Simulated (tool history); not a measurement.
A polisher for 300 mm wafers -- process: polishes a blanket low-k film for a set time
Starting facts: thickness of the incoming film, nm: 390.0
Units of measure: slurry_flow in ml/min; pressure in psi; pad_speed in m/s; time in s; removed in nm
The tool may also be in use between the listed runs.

run  hour  slurry_flow  pressure  pad_speed  slurry_solids  time  removed
  1   0.0          295       2.5       0.80            1.0    45   18.899
  2   6.8          295       2.4       0.80            1.0    45   18.232
  3  14.9          295       2.4       0.94            1.0    45   20.710
  4  23.8          295       2.4       0.88            1.0    45   19.520
     31.2  -- slurry nozzle cleaned
  5  31.2          295       2.6       0.88            1.0    45   22.272
  6  36.9          295       2.4       0.88            1.0    45   20.674
  7  44.2          295       2.2       0.88            1.0    45   18.980
  8  51.6          295       2.0       0.88            1.0    45   17.531
  9  57.0          290       1.6       0.88            1.0    45   13.858

Forecast run 10:
 10  65.6          310       1.6       0.88            1.0    45        ?

{"run 10": {"removed": 14.115}}

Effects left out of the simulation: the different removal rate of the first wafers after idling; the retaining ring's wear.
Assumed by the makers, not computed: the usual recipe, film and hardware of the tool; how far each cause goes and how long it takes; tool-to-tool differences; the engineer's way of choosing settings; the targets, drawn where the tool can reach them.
